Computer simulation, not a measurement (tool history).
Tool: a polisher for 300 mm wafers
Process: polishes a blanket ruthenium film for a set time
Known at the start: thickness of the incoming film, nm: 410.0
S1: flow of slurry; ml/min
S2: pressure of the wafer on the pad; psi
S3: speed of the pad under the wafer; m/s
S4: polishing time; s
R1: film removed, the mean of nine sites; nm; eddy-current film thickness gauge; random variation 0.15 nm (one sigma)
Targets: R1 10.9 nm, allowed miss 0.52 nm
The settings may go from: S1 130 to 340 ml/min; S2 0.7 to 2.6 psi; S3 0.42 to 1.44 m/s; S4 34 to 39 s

{"run": 1, "hour": 0.0, "S1": 220, "S2": 1.6, "S3": 0.92, "S4": 39, "R1": 27.335}
{"run": 2, "hour": 1.6, "S1": 200, "S2": 1.6, "S3": 0.92, "S4": 39, "R1": 27.303}
{"run": 3, "hour": 7.3, "S1": 200, "S2": 1.4, "S3": 0.82, "S4": 38, "R1": 21.083}
{"run": 4, "hour": 9.8, "S1": 200, "S2": 1.2, "S3": 0.76, "S4": 38, "R1": 16.959}
{"run": 5, "hour": 17.9, "S1": 225, "S2": 1.2, "S3": 0.76, "S4": 38, "R1": 17.135}
{"run": 6, "hour": 23.4, "S1": 225, "S2": 1.1, "S3": 0.74, "S4": 38, "R1": 15.161}
{"run": 7, "hour": 28.1, "S1": 225, "S2": 0.7, "S3": 0.7, "S4": 38, "R1": 10.023}
{"hour": 31.0, "done": "worn pad replaced by a new one"}
{"run": 8, "hour": 31.0, "S1": 225, "S2": 0.8, "S3": 0.7, "S4": 38, "R1": 11.669}

Which of these 4 next moves meets every target?
{"run": "A", "hour": 33.9, "S1": 245, "S2": 0.8, "S3": 0.68, "S4": 35, "R1": "?"}
{"run": "B", "hour": 33.9, "S1": 215, "S2": 1, "S3": 0.7, "S4": 34, "R1": "?"}
{"run": "C", "hour": 33.9, "S1": 215, "S2": 0.8, "S3": 0.76, "S4": 37, "R1": "?"}
{"run": "D", "hour": 33.9, "S1": 195, "S2": 0.7, "S3": 0.86, "S4": 36, "R1": "?"}

move=A R1=10.674
move=B R1=12.806
move=C R1=12.43
move=D R1=12.078
A: meets every target
B: further off than the last run
C: further off than the last run
D: further off than the last run
The right move is A.

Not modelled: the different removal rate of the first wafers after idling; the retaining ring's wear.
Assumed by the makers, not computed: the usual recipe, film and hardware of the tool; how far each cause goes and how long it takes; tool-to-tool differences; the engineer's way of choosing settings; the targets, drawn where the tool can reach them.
